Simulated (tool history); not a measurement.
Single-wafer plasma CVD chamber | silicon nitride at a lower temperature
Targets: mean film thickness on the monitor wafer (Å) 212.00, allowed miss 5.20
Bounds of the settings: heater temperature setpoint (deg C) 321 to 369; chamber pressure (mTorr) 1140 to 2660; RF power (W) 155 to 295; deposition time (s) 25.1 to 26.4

run,hour,heater temperature setpoint (deg C),chamber pressure (mTorr),RF power (W),deposition time (s),mean film thickness on the monitor wafer (Å)
1,0.0,345,1900,225,26.4,271.87
2,8.1,345,2090,225,26.4,281.23
3,12.8,345,2250,225,26.4,288.12
4,16.1,345,2120,215,26.3,271.78
5,24.7,345,2000,210,26.2,259.58
6,25.7,350,2000,210,26.2,257.44
7,30.7,350,1620,175,25.8,201.74
8,31.7,350,1650,175,25.8,204.01

Which of these 4 next moves meets every target?
A,32.7,347,2040,160,26.4,?
B,32.7,350,1600,180,25.1,?
C,32.7,346,1670,165,26.4,?
D,32.7,331,1340,185,25.1,?

move,mean film thickness on the monitor wafer (Å)
A,207.28
B,196.60
C,196.10
D,184.61
A: meets every target
B: further off than the last run
C: further off than the last run
D: further off than the last run
The right move is A.
